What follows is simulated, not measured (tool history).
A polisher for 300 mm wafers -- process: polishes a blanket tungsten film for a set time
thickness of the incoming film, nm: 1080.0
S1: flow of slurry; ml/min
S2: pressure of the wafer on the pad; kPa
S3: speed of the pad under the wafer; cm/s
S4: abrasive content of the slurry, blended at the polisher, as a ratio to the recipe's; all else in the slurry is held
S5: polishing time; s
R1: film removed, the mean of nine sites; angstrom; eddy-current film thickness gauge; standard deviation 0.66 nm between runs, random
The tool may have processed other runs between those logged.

| run | hour | S1 | S2 | S3 | S4 | S5 | R1 |
|---|---|---|---|---|---|---|---|
| 1 | 0.0 | 160 | 30.3 | 82 | 1.00 | 18 | 869.81 |
| 2 | 8.4 | 160 | 28.3 | 82 | 1.00 | 18 | 799.69 |
| 3 | 12.8 | 160 | 28.3 | 98 | 1.00 | 18 | 942.38 |
| 4 | 20.7 | 160 | 26.2 | 98 | 1.00 | 18 | 870.26 |
| 5 | 21.8 | 160 | 26.2 | 98 | 1.15 | 18 | 905.28 |
| 6 | 27.3 | 180 | 26.2 | 98 | 1.15 | 18 | 900.84 |
| 7 | 28.5 | 180 | 17.9 | 92 | 1.15 | 18 | 613.15 |

Estimate the outcome of run 8 from the log above:
|  | 36.8 | slurry blender recalibrated |
| 8 | 36.8 | 180 | 17.9 | 92 | 1.15 | 18 | ? |

{"run 8": {"R1": 632.69}}
